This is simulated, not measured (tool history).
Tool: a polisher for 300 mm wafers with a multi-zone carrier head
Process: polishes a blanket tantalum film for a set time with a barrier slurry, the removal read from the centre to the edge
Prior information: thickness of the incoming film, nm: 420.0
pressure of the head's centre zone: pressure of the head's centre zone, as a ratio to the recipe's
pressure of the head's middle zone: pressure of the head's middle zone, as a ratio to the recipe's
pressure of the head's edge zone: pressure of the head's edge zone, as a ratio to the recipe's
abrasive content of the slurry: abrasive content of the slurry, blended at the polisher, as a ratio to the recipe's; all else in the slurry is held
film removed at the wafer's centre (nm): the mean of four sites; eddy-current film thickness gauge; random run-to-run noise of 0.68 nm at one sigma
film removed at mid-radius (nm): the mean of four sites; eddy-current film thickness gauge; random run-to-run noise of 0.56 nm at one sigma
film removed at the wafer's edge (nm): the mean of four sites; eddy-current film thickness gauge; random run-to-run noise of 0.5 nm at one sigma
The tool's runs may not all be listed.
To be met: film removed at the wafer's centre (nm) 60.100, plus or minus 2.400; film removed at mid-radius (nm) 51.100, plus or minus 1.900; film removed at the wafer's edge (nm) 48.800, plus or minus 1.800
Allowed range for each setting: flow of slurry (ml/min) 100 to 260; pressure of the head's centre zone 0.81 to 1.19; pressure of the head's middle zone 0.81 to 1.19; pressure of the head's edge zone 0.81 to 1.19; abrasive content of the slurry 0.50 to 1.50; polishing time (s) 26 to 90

run	hour	flow of slurry (ml/min)	pressure of the head's centre zone	pressure of the head's middle zone	pressure of the head's edge zone	abrasive content of the slurry	polishing time (s)	film removed at the wafer's centre (nm)	film removed at mid-radius (nm)	film removed at the wafer's edge (nm)
1	0.0	165	1.00	1.00	1.00	1.00	58	65.022	67.022	66.093
2	1.9	165	1.01	0.99	0.98	0.95	58	65.971	65.766	64.531
3	9.7	165	1.01	0.98	0.97	0.90	58	64.317	64.137	63.355
4	15.6	165	1.01	0.98	0.97	0.90	65	73.280	71.414	71.170
5	16.3	165	1.01	0.94	0.97	0.90	65	74.483	70.195	71.580
6	19.8	165	1.01	0.94	0.89	0.90	65	72.060	68.551	68.494
7	23.2	165	1.02	0.94	0.88	0.85	64	71.399	66.042	64.501
8	30.7	135	1.02	0.88	0.81	0.60	59	55.812	50.376	50.996
9	33.5	140	1.03	0.89	0.81	0.60	59	58.135	51.708	51.210
10	37.7	155	1.09	0.92	0.81	0.50	57	57.115	50.382	47.550

Which single option among these 5 for the next run brings every result within its allowed miss of target? Just one does.
A	41.9	185	1.12	0.82	0.84	0.55	54	?	?	?
B	41.9	205	1.03	0.86	0.88	0.80	52	?	?	?
C	41.9	155	1.05	0.87	0.85	0.50	62	?	?	?
D	41.9	145	1.08	0.81	0.89	0.55	59	?	?	?
E	41.9	100	1.19	1.00	0.86	0.60	59	?	?	?

move	film removed at the wafer's centre (nm)	film removed at mid-radius (nm)	film removed at the wafer's edge (nm)
A	59.930	44.397	48.156
B	60.287	50.380	53.450
C	60.323	50.201	52.628
D	59.841	45.827	52.181
E	60.173	50.218	48.947
A: puts the biggest miss on target and leaves a different result outside tolerance
B: puts the biggest miss on target and leaves a different result outside tolerance
C: puts the biggest miss on target and leaves a different result outside tolerance
D: puts the biggest miss on target and leaves a different result outside tolerance
E: all results land within tolerance of their targets
Correct choice: E, which meets every target
